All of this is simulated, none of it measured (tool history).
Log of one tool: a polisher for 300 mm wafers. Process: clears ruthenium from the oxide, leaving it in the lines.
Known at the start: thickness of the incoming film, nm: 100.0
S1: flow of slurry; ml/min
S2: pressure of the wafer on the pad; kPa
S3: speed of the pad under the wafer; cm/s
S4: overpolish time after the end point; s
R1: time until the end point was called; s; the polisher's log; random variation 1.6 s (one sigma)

Run 1, hour 0.0: S1 230 ml/min, S2 19.3 kPa, S3 104 cm/s, S4 6 s. Result: R1 79.488 s.
Run 2, hour 2.9: S1 230 ml/min, S2 19.3 kPa, S3 104 cm/s, S4 5 s. Result: R1 78.304 s.
Run 3, hour 10.4: S1 230 ml/min, S2 17.9 kPa, S3 104 cm/s, S4 5 s. Result: R1 85.977 s.
Run 4, hour 16.9: S1 230 ml/min, S2 17.2 kPa, S3 104 cm/s, S4 5 s. Result: R1 88.958 s.
Run 5, hour 26.0: S1 230 ml/min, S2 16.5 kPa, S3 104 cm/s, S4 5 s. Result: R1 92.964 s.
Run 6, hour 33.2: S1 230 ml/min, S2 15.9 kPa, S3 104 cm/s, S4 5 s. Result: R1 94.639 s.
Run 7, hour 41.2: S1 230 ml/min, S2 15.2 kPa, S3 104 cm/s, S4 5 s. Result: R1 100.920 s.
Run 8, hour 48.8: S1 230 ml/min, S2 14.5 kPa, S3 104 cm/s, S4 5 s. Result: R1 103.890 s.
Run 9, hour 51.7: S1 230 ml/min, S2 9.0 kPa, S3 102 cm/s, S4 5 s. Result: R1 166.500 s.

Forecast run 10:
Run 10, hour 58.6: S1 230 ml/min, S2 9.7 kPa, S3 102 cm/s, S4 5 s. Result: R1 ?.

R1: 157.190 s
